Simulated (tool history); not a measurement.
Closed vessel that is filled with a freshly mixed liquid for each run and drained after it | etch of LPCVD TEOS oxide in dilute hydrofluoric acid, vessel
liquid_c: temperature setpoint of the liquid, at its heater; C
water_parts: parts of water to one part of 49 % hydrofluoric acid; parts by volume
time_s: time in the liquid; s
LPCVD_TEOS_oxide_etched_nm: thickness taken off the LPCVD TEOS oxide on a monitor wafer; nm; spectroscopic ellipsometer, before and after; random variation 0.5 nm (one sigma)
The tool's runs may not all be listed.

run  hour  liquid_c  water_parts  time_s  LPCVD_TEOS_oxide_etched_nm
  1     0        23          195     130                      24.705
  2   4.3        25          155     130                      35.441
  3   5.8        25          180     130                      29.395
  4    13      26.5          145     130                      40.474
  5  18.3      26.5          145     130                      40.412
  6  19.5      26.5          145     140                      43.187
  7    23      30.5           65     140                      127.04
  8  31.7        29           65     140                      119.14
  9  38.7      27.5           65     140                      111.07
 10  41.1        26           65     140                      106.26

The next listed run, before its measurement:
     43.5  -- thermometer replaced
 11  43.5      24.5           65     140                           ?

LPCVD_TEOS_oxide_etched_nm: 103.43 nm
